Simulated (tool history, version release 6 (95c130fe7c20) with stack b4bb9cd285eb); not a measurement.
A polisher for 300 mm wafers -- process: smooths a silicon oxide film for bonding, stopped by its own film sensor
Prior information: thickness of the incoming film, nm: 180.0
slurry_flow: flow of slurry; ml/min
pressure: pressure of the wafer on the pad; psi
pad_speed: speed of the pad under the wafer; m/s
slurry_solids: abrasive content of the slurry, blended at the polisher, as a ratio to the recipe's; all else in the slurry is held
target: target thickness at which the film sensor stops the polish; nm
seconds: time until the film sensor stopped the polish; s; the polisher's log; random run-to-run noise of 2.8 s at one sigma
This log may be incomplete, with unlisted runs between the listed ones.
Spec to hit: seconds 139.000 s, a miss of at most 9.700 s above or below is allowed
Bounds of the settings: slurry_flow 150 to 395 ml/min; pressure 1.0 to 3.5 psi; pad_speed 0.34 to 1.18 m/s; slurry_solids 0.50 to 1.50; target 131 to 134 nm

run	hour	slurry_flow	pressure	pad_speed	slurry_solids	target	seconds
1	0.0	250	2.2	0.76	1.00	134	78.719
2	7.3	250	1.9	0.74	1.00	134	95.139
3	15.4	250	1.7	0.74	1.00	134	100.840
4	22.4	250	2.2	0.74	1.00	134	78.454
5	29.2	250	2.2	0.74	1.15	134	75.842
6	30.1	250	1.9	0.72	1.15	134	90.730
7	34.8	250	1.7	0.70	1.15	134	100.900
8	41.7	250	1.5	0.68	1.15	134	119.760
9	49.1	250	1.4	0.68	1.15	134	122.110

Of the 4 settings listed for the next run, only one would bring every result within its allowed miss of target. Which one?
A	56.5	215	1.2	0.66	1.05	131	?
B	56.5	200	1.1	0.58	1.40	134	?
C	56.5	230	1.2	0.68	1.45	131	?
D	56.5	275	1.1	0.60	1.25	133	?

move	seconds
A	172.730
B	172.500
C	145.650
D	176.140
A: takes the biggest miss from the last run beyond its target
B: takes the biggest miss from the last run beyond its target
C: every result lands within tolerance
D: takes the biggest miss from the last run beyond its target
So the answer is move C, the one that meets all the targets.
